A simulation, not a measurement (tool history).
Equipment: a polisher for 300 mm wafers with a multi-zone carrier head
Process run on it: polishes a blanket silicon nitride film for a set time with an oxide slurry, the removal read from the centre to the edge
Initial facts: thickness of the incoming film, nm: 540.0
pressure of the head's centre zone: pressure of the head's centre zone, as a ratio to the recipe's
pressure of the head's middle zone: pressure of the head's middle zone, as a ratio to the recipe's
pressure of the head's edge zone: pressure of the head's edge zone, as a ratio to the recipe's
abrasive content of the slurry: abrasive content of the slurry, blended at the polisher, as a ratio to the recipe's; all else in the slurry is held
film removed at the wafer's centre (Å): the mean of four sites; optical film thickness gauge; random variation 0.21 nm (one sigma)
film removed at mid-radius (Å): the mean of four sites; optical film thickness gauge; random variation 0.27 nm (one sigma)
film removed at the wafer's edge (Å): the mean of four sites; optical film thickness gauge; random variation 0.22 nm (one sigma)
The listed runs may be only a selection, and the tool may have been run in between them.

run	day	flow of slurry (ml/min)	pressure of the head's centre zone	pressure of the head's middle zone	pressure of the head's edge zone	abrasive content of the slurry	polishing time (s)	film removed at the wafer's centre (Å)	film removed at mid-radius (Å)	film removed at the wafer's edge (Å)
1	0.000	225	1.00	1.00	1.00	1.00	50	407.89	422.46	405.27
2	0.038	225	1.00	0.97	1.00	1.00	50	410.19	418.09	408.45
3	0.138	220	0.98	0.97	0.99	0.95	47	365.00	375.58	366.47
4	0.396	255	0.98	0.97	0.99	0.95	47	367.29	393.46	370.15
5	0.433	235	0.98	0.97	0.99	0.95	47	364.75	384.34	374.85
6	0.467	280	0.98	0.97	0.99	0.95	47	366.42	397.00	370.75
7	0.592	280	0.97	0.96	0.98	0.90	45	343.93	362.99	349.40

The next listed run, before its measurement:
8	0.779	285	0.96	0.97	0.97	0.85	43	?	?	?

{"run 8": {"film removed at the wafer's centre (Å)": 317.39, "film removed at mid-radius (Å)": 332.08, "film removed at the wafer's edge (Å)": 320.71}}
